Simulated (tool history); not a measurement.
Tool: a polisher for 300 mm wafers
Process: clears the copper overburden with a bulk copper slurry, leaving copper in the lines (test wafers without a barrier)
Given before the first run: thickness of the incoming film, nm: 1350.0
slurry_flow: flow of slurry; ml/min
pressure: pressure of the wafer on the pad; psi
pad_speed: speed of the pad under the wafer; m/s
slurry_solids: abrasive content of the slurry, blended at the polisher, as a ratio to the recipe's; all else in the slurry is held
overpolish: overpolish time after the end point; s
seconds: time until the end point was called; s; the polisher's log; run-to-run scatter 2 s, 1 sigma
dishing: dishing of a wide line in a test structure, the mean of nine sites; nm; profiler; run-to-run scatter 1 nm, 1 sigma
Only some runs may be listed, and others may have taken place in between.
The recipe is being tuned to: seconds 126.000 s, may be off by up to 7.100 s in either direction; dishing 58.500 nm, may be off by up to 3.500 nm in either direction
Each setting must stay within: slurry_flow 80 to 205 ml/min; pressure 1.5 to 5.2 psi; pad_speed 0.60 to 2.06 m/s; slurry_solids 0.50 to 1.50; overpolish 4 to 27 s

run    day  slurry_flow  pressure  pad_speed  slurry_solids  overpolish  seconds  dishing
  1  0.000          135       3.3       1.32           1.00          14  100.080   86.166
  2  0.350          120       3.3       1.32           1.00          14  102.730   85.606
  3  0.679          120       3.1       1.32           1.00          13  106.630   78.119
  4  0.996          120       2.9       1.32           1.00          12  111.380   73.308
  5  1.158          145       2.9       1.32           1.00          12  108.410   73.789
  6  1.188          145       3.5       1.32           1.00          12   89.984   83.582
  7  1.508          145       2.5       1.30           1.00           8  130.980   50.500
  8  1.804          145       2.6       1.28           1.00           9  126.960   55.522

Which single option among these 5 for the next run brings every result within its allowed miss of target? Just one does.
  A  2.100          175       2.4       1.34           1.00           8        ?        ?
  B  2.100          150       2.7       1.20           1.20           8        ?        ?
  C  2.100          160       2.3       1.32           1.15           9        ?        ?
  D  2.100          145       2.7       1.20           1.10          10        ?        ?
  E  2.100           85       3.2       1.26           1.20           8        ?        ?

move  seconds  dishing
   A  126.030   49.728
   B  122.820   51.146
   C  130.620   52.642
   D  126.080   59.009
   E  111.620   55.585
A: lands further from the targets than the last run did
B: lands further from the targets than the last run did
C: lands further from the targets than the last run did
D: in spec on every target
E: brings the last run's worst result on target, with another outside its allowed miss
Correct choice: D, which meets every target
